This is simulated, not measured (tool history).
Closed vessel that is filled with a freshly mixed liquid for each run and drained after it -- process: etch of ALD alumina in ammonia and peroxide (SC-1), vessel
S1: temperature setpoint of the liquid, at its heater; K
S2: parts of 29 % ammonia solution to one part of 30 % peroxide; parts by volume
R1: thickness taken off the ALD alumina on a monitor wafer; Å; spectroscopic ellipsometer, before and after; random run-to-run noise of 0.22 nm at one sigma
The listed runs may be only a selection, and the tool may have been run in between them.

run 1 hour=0.0 | S1=335.15 S2=0.55 time_in_the_liquid_(s)=260 | R1=187.36
run 2 hour=8.7 | S1=335.15 S2=0.55 time_in_the_liquid_(s)=280 | R1=198.78
run 3 hour=9.4 | S1=337.15 S2=0.55 time_in_the_liquid_(s)=280 | R1=221.52
run 4 hour=13.5 | S1=330.65 S2=0.55 time_in_the_liquid_(s)=280 | R1=159.54
run 5 hour=20.2 | S1=333.65 S2=0.55 time_in_the_liquid_(s)=280 | R1=187.30
run 6 hour=24.3 | S1=327.65 S2=0.55 time_in_the_liquid_(s)=280 | R1=136.98
run 7 hour=26.8 | S1=331.65 S2=0.55 time_in_the_liquid_(s)=280 | R1=168.62

Forecast run 8:
run 8 hour=33.0 | S1=339.65 S2=0.55 time_in_the_liquid_(s)=280 | R1=?

R1: 253.40 Å

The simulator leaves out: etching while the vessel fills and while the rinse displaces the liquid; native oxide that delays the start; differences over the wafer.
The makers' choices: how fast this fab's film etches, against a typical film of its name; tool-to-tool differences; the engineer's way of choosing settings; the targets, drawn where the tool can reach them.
